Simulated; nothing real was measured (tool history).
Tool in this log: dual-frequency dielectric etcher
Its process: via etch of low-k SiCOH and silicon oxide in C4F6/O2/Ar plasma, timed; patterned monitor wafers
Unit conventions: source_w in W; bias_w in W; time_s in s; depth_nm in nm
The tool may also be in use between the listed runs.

run  hour  source_w  bias_w  time_s  depth_nm
  1     0       240     146      43    96.123
  2   1.7       230     145      43    94.313
  3   3.9       260     145      43     96.79
  4  12.7       240     140      43    94.149
  5  21.2       240     140      43    94.242
  6  24.5       280     140      43    98.692
  7  27.7       260     137      43     94.89
  8  35.8       260     137      43    96.085

What does the tool deliver on the next run?
  9    43       240     134      43         ?

Run 9 yielded depth_nm 92.808 nm.

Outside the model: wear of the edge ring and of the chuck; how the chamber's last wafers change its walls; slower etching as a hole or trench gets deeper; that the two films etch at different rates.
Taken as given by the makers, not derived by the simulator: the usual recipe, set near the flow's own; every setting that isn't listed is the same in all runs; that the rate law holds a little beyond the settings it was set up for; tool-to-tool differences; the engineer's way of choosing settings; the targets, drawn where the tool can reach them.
